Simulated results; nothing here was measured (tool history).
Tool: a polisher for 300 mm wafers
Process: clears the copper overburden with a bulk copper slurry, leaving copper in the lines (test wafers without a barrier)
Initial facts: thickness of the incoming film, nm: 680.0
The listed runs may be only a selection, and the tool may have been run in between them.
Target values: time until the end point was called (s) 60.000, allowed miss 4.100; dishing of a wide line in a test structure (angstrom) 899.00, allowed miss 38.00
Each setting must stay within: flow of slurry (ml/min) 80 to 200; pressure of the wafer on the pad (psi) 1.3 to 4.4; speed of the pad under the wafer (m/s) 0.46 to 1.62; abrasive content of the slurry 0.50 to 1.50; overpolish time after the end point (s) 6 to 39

run    day  flow of slurry (ml/min)  pressure of the wafer on the pad (psi)  speed of the pad under the wafer (m/s)  abrasive content of the slurry  overpolish time after the end point (s)  time until the end point was called (s)  dishing of a wide line in a test structure (angstrom)
  1  0.000                      130                                     2.8                                    1.04                            1.00                                       20                                   84.617                                                 664.36
  2  0.162                      130                                     3.1                                    1.04                            1.00                                       21                                   81.374                                                 720.02
  3  0.275                      130                                     3.1                                    1.04                            1.20                                       21                                   74.724                                                 747.60
  4  0.412                      130                                     3.1                                    1.04                            1.20                                       18                                   78.836                                                 684.96
  5  0.504                      130                                     3.1                                    1.04                            1.35                                       18                                   74.755                                                 697.79
  6  0.679                      150                                     3.1                                    1.04                            1.35                                       18                                   71.934                                                 700.15
  7  1.000                      150                                     3.1                                    1.04                            1.35                                       18                                   73.567                                                 721.01
  8  1.262                      150                                     3.3                                    1.04                            1.35                                       19                                   69.062                                                 737.73
  9  1.538                      150                                     3.4                                    1.04                            1.35                                       21                                   68.882                                                 785.05
 10  1.642                      150                                     3.6                                    1.04                            1.35                                       22                                   63.988                                                 827.68
 11  1.700                      150                                     3.7                                    1.04                            1.35                                       23                                   64.324                                                 865.93

Exercise: of the 5 proposed moves below, exactly one satisfies all targets within the stated allowed misses. Which move is it?
  A  1.758                      165                                     3.2                                    0.98                            1.35                                       29                                        ?                                                      ?
  B  1.758                      160                                     2.9                                    1.04                            1.45                                       34                                        ?                                                      ?
  C  1.758                      145                                     4.0                                    1.20                            1.40                                       31                                        ?                                                      ?
  D  1.758                      140                                     4.4                                    0.94                            1.45                                       23                                        ?                                                      ?
  E  1.758                      165                                     3.2                                    0.96                            1.35                                       36                                        ?                                                      ?

move  time until the end point was called (s)  dishing of a wide line in a test structure (angstrom)
   A                                   71.323                                                 873.10
   B                                   71.690                                                 897.66
   C                                   51.492                                                1006.90
   D                                   59.345                                                 902.42
   E                                   72.615                                                 924.42
A: further off than the last run
B: further off than the last run
C: pushes the last run's worst result past its target
D: all results land within tolerance of their targets
E: further off than the last run
Go with D: it meets all targets.
